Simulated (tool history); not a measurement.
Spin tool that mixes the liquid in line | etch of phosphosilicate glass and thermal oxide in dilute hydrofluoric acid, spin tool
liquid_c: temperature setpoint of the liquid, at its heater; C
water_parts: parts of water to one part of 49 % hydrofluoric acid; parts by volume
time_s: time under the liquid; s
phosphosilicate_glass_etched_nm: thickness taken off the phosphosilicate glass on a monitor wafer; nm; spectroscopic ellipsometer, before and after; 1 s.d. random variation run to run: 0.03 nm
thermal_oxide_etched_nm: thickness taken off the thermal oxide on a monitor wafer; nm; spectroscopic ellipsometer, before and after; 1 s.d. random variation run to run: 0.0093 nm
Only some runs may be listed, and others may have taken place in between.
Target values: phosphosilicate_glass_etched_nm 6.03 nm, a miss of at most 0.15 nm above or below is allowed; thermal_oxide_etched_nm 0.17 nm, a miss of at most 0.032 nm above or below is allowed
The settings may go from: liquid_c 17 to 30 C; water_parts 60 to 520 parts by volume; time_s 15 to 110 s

run,hour,liquid_c,water_parts,time_s,phosphosilicate_glass_etched_nm,thermal_oxide_etched_nm
1,0,22,290,55,27.148,0.78531
2,1,24.5,290,55,29.584,0.8831
3,2.8,24.5,345,55,23.577,0.6956
4,10.1,24.5,300,55,28.099,0.72121
5,11.4,22,300,55,25.867,0.63066
6,12.8,22.5,355,45,17.28,0.48047
7,19.7,21.5,395,45,14.508,0.39888
8,24.5,20.5,425,40,11.288,0.28237
9,33,20.5,450,35,9.1915,0.27667
10,37.3,19.5,470,35,8.3943,0.22998
11,37.9,20.5,520,25,5.3185,0.16233

Below are 4 possible settings for the next run. Only one of them brings all results inside the allowed miss of their targets. Which is it?
A,38.5,22,520,25,?,?
B,38.5,27,475,20,?,?
C,38.5,26.5,485,20,?,?
D,38.5,28,500,20,?,?

move,phosphosilicate_glass_etched_nm,thermal_oxide_etched_nm
A,5.5984,0.14242
B,5.9475,0.1513
C,5.6866,0.14467
D,5.6931,0.14483
A: nearer the targets than the last run, but a result is still out of spec
B: each result inside its tolerance
C: nearer the targets than the last run, but a result is still out of spec
D: nearer the targets than the last run, but a result is still out of spec
The move that meets every target is B.

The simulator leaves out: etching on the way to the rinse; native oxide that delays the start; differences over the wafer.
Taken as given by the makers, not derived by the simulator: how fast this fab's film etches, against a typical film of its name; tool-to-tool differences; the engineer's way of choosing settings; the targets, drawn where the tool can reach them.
